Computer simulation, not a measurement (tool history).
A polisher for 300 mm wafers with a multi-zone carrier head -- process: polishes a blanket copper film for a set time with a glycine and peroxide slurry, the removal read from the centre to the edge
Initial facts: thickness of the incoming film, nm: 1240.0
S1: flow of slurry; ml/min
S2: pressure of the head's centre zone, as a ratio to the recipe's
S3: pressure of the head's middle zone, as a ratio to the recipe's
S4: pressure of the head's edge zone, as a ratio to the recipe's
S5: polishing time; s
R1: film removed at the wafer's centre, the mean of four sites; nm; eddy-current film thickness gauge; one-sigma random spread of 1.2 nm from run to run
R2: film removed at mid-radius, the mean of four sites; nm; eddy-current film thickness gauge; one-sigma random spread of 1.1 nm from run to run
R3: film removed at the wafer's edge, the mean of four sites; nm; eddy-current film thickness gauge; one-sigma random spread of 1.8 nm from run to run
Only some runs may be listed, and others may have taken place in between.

Run 1, hour 0.0: S1 315 ml/min, S2 1.00, S3 1.00, S4 1.00, S5 65 s. Result: R1 307.04 nm, R2 306.19 nm, R3 318.69 nm.
Run 2, hour 3.6: S1 315 ml/min, S2 1.00, S3 0.93, S4 1.00, S5 65 s. Result: R1 307.37 nm, R2 287.72 nm, R3 320.60 nm.
Run 3, hour 4.8: S1 315 ml/min, S2 1.00, S3 0.93, S4 0.97, S5 65 s. Result: R1 305.06 nm, R2 287.92 nm, R3 309.70 nm.
Run 4, hour 5.4: S1 315 ml/min, S2 0.97, S3 0.93, S4 0.97, S5 65 s. Result: R1 299.73 nm, R2 288.34 nm, R3 307.84 nm.
Run 5, hour 12.5: S1 295 ml/min, S2 0.93, S3 0.89, S4 0.97, S5 55 s. Result: R1 238.43 nm, R2 232.89 nm, R3 264.38 nm.
Run 6, hour 17.2: S1 295 ml/min, S2 0.93, S3 0.89, S4 0.97, S5 42 s. Result: R1 183.03 nm, R2 179.29 nm, R3 200.65 nm.

What will run 7 give?
Run 7, hour 23.7: S1 290 ml/min, S2 0.91, S3 0.86, S4 0.95, S5 41 s. Result: R1 ?, R2 ?, R3 ?.

Run 7 measured R1 173.05 nm, R2 167.72 nm, R3 190.79 nm.
